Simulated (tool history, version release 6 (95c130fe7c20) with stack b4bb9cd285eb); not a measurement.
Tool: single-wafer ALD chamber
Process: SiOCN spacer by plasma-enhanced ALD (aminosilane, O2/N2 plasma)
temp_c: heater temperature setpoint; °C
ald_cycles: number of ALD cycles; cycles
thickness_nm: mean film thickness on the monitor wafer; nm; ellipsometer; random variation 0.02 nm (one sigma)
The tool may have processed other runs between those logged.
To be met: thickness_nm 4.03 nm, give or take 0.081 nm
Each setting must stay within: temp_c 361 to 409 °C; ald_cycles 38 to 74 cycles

run	day	temp_c	ald_cycles	thickness_nm
1	0	385	56	3.5548
2	0.162	393	56	3.6031
3	0.238	393	57	3.6499
4	0.317	398	57	3.6214
5	0.362	398	58	3.722
6	0.45	398	59	3.8016
7	0.642	398	60	3.8272
8	0.692	398	61	3.886

5 candidate next runs follow, results not yet known. Just one meets every target within its allowed miss. Identify it.
A	0.742	405	58	?
B	0.742	403	63	?
C	0.742	404	57	?
D	0.742	389	58	?
E	0.742	400	59	?

move	thickness_nm
A	3.6796
B	3.9968
C	3.6161
D	3.6796
E	3.743
A: lands further from the targets than the last run did
B: hits every target within its allowed miss
C: lands further from the targets than the last run did
D: lands further from the targets than the last run did
E: lands further from the targets than the last run did
The move that meets every target is B.
